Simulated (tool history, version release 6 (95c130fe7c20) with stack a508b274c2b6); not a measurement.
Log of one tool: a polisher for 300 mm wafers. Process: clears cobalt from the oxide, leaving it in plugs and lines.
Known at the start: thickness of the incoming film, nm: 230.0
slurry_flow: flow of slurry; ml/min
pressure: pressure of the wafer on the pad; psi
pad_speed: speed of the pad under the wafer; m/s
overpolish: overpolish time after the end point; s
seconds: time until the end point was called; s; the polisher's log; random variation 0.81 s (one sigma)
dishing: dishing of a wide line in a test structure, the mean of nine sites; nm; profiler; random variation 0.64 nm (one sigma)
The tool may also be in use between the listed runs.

Run 1, hour 0.0: slurry_flow 225 ml/min, pressure 1.7 psi, pad_speed 0.80 m/s, overpolish 15 s. Result: seconds 77.729 s, dishing 33.440 nm.
Run 2, hour 3.8: slurry_flow 225 ml/min, pressure 1.7 psi, pad_speed 0.72 m/s, overpolish 15 s. Result: seconds 85.629 s, dishing 31.188 nm.
Run 3, hour 6.4: slurry_flow 225 ml/min, pressure 1.7 psi, pad_speed 0.72 m/s, overpolish 20 s. Result: seconds 83.797 s, dishing 39.539 nm.
Run 4, hour 10.5: slurry_flow 265 ml/min, pressure 1.7 psi, pad_speed 0.72 m/s, overpolish 20 s. Result: seconds 82.058 s, dishing 38.756 nm.
Run 5, hour 14.8: slurry_flow 265 ml/min, pressure 1.7 psi, pad_speed 0.62 m/s, overpolish 20 s. Result: seconds 95.066 s, dishing 35.532 nm.
Run 6, hour 16.5: slurry_flow 265 ml/min, pressure 1.7 psi, pad_speed 0.50 m/s, overpolish 20 s. Result: seconds 114.120 s, dishing 30.679 nm.
Run 7, hour 24.2: slurry_flow 270 ml/min, pressure 2.2 psi, pad_speed 0.52 m/s, overpolish 13 s. Result: seconds 86.542 s, dishing 28.364 nm.

Forecast run 8:
Run 8, hour 33.0: slurry_flow 270 ml/min, pressure 2.3 psi, pad_speed 0.54 m/s, overpolish 12 s. Result: seconds ?, dishing ?.

{"run 8": {"seconds": 80.009, "dishing": 27.767}}

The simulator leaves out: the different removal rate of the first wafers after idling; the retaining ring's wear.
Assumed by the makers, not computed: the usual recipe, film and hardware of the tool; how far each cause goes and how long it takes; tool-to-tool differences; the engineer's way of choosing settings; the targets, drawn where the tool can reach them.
